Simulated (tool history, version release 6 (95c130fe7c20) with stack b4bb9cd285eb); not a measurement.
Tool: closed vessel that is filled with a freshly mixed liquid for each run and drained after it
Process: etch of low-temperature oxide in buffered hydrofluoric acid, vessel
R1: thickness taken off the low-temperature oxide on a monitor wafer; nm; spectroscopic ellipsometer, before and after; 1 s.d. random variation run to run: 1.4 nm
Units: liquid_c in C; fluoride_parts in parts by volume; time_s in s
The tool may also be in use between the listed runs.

{"run": 1, "hour": 0.0, "liquid_c": 21, "fluoride_parts": 15.5, "time_s": 95, "R1": 164.81}
{"run": 2, "hour": 5.8, "liquid_c": 23, "fluoride_parts": 14.5, "time_s": 95, "R1": 195.72}
{"run": 3, "hour": 8.9, "liquid_c": 24.5, "fluoride_parts": 13.5, "time_s": 95, "R1": 228.46}
{"run": 4, "hour": 16.7, "liquid_c": 25.5, "fluoride_parts": 13, "time_s": 95, "R1": 249.25}
{"run": 5, "hour": 23.2, "liquid_c": 28, "fluoride_parts": 13, "time_s": 95, "R1": 285.5}
{"run": 6, "hour": 26.2, "liquid_c": 28, "fluoride_parts": 12.5, "time_s": 95, "R1": 296.2}
{"run": 7, "hour": 29.8, "liquid_c": 28, "fluoride_parts": 12, "time_s": 95, "R1": 307.81}
{"run": 8, "hour": 38.5, "liquid_c": 28, "fluoride_parts": 11.5, "time_s": 95, "R1": 323.03}

Estimate the outcome of run 9 from the log above:
{"run": 9, "hour": 39.7, "liquid_c": 29, "fluoride_parts": 10.5, "time_s": 95, "R1": "?"}

R1: 373.74 nm

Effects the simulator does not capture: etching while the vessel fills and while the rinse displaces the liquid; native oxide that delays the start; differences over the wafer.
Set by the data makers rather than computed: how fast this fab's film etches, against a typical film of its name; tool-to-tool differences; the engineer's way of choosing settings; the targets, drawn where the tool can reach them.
